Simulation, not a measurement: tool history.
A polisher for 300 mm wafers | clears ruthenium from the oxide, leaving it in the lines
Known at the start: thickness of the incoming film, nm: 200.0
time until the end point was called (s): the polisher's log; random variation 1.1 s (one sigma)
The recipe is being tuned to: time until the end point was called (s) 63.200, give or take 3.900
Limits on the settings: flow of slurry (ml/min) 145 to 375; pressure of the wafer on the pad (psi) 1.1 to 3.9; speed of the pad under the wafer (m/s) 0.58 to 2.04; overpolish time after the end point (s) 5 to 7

| run | hour | flow of slurry (ml/min) | pressure of the wafer on the pad (psi) | speed of the pad under the wafer (m/s) | overpolish time after the end point (s) | time until the end point was called (s) |
|---|---|---|---|---|---|---|
| 1 | 0.0 | 240 | 2.5 | 1.30 | 7 | 100.890 |
| 2 | 6.2 | 240 | 2.7 | 1.32 | 7 | 93.030 |
| 3 | 12.1 | 240 | 2.7 | 1.32 | 7 | 91.952 |
| 4 | 14.2 | 240 | 2.8 | 1.32 | 7 | 86.610 |
| 5 | 21.6 | 240 | 2.8 | 1.32 | 5 | 88.430 |
| 6 | 22.9 | 240 | 2.9 | 1.32 | 5 | 86.888 |
| 7 | 26.7 | 240 | 3.0 | 1.32 | 5 | 83.766 |
| 8 | 34.0 | 240 | 3.1 | 1.32 | 5 | 83.403 |
| 9 | 34.7 | 240 | 3.2 | 1.34 | 5 | 79.394 |
| 10 | 36.4 | 240 | 3.3 | 1.36 | 5 | 78.222 |
| 11 | 43.1 | 240 | 3.4 | 1.38 | 5 | 74.053 |
| 12 | 47.3 | 240 | 3.5 | 1.40 | 5 | 72.201 |
| 13 | 49.7 | 240 | 3.6 | 1.42 | 5 | 69.586 |

4 next moves are on the table. One of them brings every result within its allowed miss. Which?
| A | 52.1 | 260 | 3.9 | 1.64 | 7 | ? |
| B | 52.1 | 235 | 3.9 | 1.64 | 6 | ? |
| C | 52.1 | 275 | 3.9 | 1.68 | 5 | ? |
| D | 52.1 | 325 | 3.6 | 1.52 | 5 | ? |

| move | time until the end point was called (s) |
|---|---|
| A | 55.352 |
| B | 55.890 |
| C | 53.792 |
| D | 62.418 |
A: takes the result that was furthest off past its target
B: takes the result that was furthest off past its target
C: takes the result that was furthest off past its target
D: each result inside its tolerance
Go with D: it meets all targets.

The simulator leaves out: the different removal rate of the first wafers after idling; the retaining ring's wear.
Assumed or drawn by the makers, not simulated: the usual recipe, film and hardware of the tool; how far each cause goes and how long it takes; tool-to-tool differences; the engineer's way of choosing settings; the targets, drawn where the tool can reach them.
